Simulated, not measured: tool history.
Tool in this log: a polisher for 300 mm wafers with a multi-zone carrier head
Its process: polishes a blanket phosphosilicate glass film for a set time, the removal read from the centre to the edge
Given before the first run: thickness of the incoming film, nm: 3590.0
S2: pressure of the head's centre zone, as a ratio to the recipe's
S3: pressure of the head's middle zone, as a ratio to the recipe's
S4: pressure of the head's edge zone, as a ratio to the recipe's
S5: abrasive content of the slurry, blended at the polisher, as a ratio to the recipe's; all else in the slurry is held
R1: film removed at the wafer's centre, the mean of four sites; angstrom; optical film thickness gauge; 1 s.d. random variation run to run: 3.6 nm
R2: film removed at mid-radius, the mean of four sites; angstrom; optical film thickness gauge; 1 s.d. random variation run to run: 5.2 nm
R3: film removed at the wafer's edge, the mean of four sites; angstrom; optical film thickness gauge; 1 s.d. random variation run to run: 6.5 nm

Run 1, hour 0.0: flow of slurry (ml/min) 135, S2 1.00, S3 1.00, S4 1.00, S5 1.00, polishing time (s) 42. Result: R1 2656.7 angstrom, R2 2866.4 angstrom, R3 2875.1 angstrom.
Run 2, hour 8.3: flow of slurry (ml/min) 140, S2 1.02, S3 1.01, S4 1.04, S5 1.15, polishing time (s) 43. Result: R1 3075.0 angstrom, R2 3208.3 angstrom, R3 3279.1 angstrom.
Run 3, hour 10.5: flow of slurry (ml/min) 145, S2 1.03, S3 1.03, S4 1.08, S5 1.25, polishing time (s) 43. Result: R1 3292.7 angstrom, R2 3416.9 angstrom, R3 3494.4 angstrom.
Run 4, hour 13.9: flow of slurry (ml/min) 120, S2 1.03, S3 1.03, S4 1.08, S5 1.25, polishing time (s) 43. Result: R1 3095.1 angstrom, R2 3316.1 angstrom, R3 3293.3 angstrom.
Run 5, hour 21.1: flow of slurry (ml/min) 90, S2 1.03, S3 1.03, S4 1.08, S5 1.25, polishing time (s) 43. Result: R1 2763.6 angstrom, R2 2979.8 angstrom, R3 3138.1 angstrom.
Run 6, hour 29.9: flow of slurry (ml/min) 115, S2 1.02, S3 1.03, S4 1.11, S5 1.30, polishing time (s) 43. Result: R1 3123.3 angstrom, R2 3283.1 angstrom, R3 3388.4 angstrom.
Run 7, hour 33.6: flow of slurry (ml/min) 135, S2 1.00, S3 1.03, S4 1.13, S5 1.35, polishing time (s) 43. Result: R1 3230.7 angstrom, R2 3411.3 angstrom, R3 3545.1 angstrom.
Run 8, hour 39.0: flow of slurry (ml/min) 145, S2 1.00, S3 1.04, S4 1.15, S5 1.40, polishing time (s) 44. Result: R1 3444.8 angstrom, R2 3703.6 angstrom, R3 3822.7 angstrom.
Run 9, hour 46.7: flow of slurry (ml/min) 160, S2 1.01, S3 1.04, S4 1.16, S5 1.40, polishing time (s) 44. Result: R1 3503.6 angstrom, R2 3799.3 angstrom, R3 3935.9 angstrom.

Run 10 comes next. What will it give?
Run 10, hour 48.0: flow of slurry (ml/min) 190, S2 1.11, S3 1.07, S4 1.19, S5 1.50, polishing time (s) 44. Result: R1 ?, R2 ?, R3 ?.

R1: 4090.4 angstrom
R2: 3986.4 angstrom
R3: 4101.3 angstrom
